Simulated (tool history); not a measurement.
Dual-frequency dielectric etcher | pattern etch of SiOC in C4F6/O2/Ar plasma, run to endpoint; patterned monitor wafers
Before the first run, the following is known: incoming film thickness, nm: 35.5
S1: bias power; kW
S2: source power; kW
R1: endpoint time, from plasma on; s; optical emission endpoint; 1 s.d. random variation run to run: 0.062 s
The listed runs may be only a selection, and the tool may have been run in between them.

| run | hour | S1 | S2 | R1 |
|---|---|---|---|---|
| 1 | 0.0 | 0.546 | 0.370 | 11.998 |
| 2 | 3.1 | 0.546 | 0.340 | 12.412 |
| 3 | 10.2 | 0.524 | 0.340 | 12.596 |
| 4 | 14.5 | 0.506 | 0.340 | 12.745 |
| 5 | 21.5 | 0.491 | 0.340 | 12.786 |
| 6 | 27.1 | 0.491 | 0.380 | 12.434 |
| 7 | 34.2 | 0.470 | 0.380 | 12.751 |
| 8 | 39.5 | 0.457 | 0.380 | 12.712 |
| 9 | 40.4 | 0.441 | 0.380 | 13.015 |

Run 10 comes next. What will it give?
| 10 | 42.1 | 0.441 | 0.380 | ? |

Run 10 yielded R1 12.950 s.
